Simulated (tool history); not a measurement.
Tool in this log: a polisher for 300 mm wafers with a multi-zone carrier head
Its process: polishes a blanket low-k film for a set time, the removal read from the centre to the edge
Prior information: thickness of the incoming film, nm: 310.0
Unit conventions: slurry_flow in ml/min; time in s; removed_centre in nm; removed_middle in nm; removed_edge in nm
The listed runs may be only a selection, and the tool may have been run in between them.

run	hour	slurry_flow	centre_zone	middle_zone	edge_zone	slurry_solids	time	removed_centre	removed_middle	removed_edge
1	0.0	255	1.00	1.00	1.00	1.00	45	33.264	32.242	33.115
2	2.5	220	1.00	1.00	1.00	1.00	45	32.691	31.946	32.819
3	8.2	225	1.00	1.00	0.98	0.95	45	32.122	31.450	32.098
4	15.0	235	1.00	1.00	0.97	0.90	44	31.129	30.619	30.284
5	23.7	235	1.00	1.00	0.97	0.90	35	24.556	24.062	24.001
6	27.6	235	1.00	1.00	0.96	0.90	35	24.813	23.691	24.341
7	30.2	235	1.00	1.00	0.95	0.90	35	24.523	24.041	24.324

Run 8, settings as shown, results not yet in. Your forecast:
8	34.7	235	1.02	1.01	0.94	0.85	35	?	?	?

{"run 8": {"removed_centre": 24.618, "removed_middle": 23.61, "removed_edge": 23.718}}
